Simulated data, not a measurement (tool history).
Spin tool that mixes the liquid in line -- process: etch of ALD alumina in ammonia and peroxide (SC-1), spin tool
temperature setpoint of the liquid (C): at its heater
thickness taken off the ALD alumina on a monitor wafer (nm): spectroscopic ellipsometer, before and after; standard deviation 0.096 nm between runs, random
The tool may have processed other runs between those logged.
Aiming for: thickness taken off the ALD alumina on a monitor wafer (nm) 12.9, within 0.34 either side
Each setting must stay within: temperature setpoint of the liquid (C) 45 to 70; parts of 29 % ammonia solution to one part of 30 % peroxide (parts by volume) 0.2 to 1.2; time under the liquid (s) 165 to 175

run,hour,temperature setpoint of the liquid (C),parts of 29 % ammonia solution to one part of 30 % peroxide (parts by volume),time under the liquid (s),thickness taken off the ALD alumina on a monitor wafer (nm)
1,0,61,0.75,165,10.801
2,3.4,61,0.75,165,10.848
3,6.6,61,0.75,175,11.434
4,15.1,61.5,0.75,175,11.733
5,16.1,66,0.75,175,14.761
6,21.9,65.5,0.75,175,14.451
7,27.2,65,0.75,175,13.956
8,29.7,64.5,0.75,175,13.881
9,34.2,64,0.75,175,13.396

Consider the 4 candidate settings below. Which is the only one whose results all fall within their allowed miss of target?
A,38.7,66,0.7,165,?
B,38.7,65.5,0.2,175,?
C,38.7,65.5,0.45,175,?
D,38.7,64,0.85,175,?

move,thickness taken off the ALD alumina on a monitor wafer (nm)
A,13.988
B,12.857
C,13.882
D,13.682
A: the biggest miss grows against the last run
B: in spec on every target
C: the biggest miss grows against the last run
D: the biggest miss grows against the last run
Move B is the one to make.
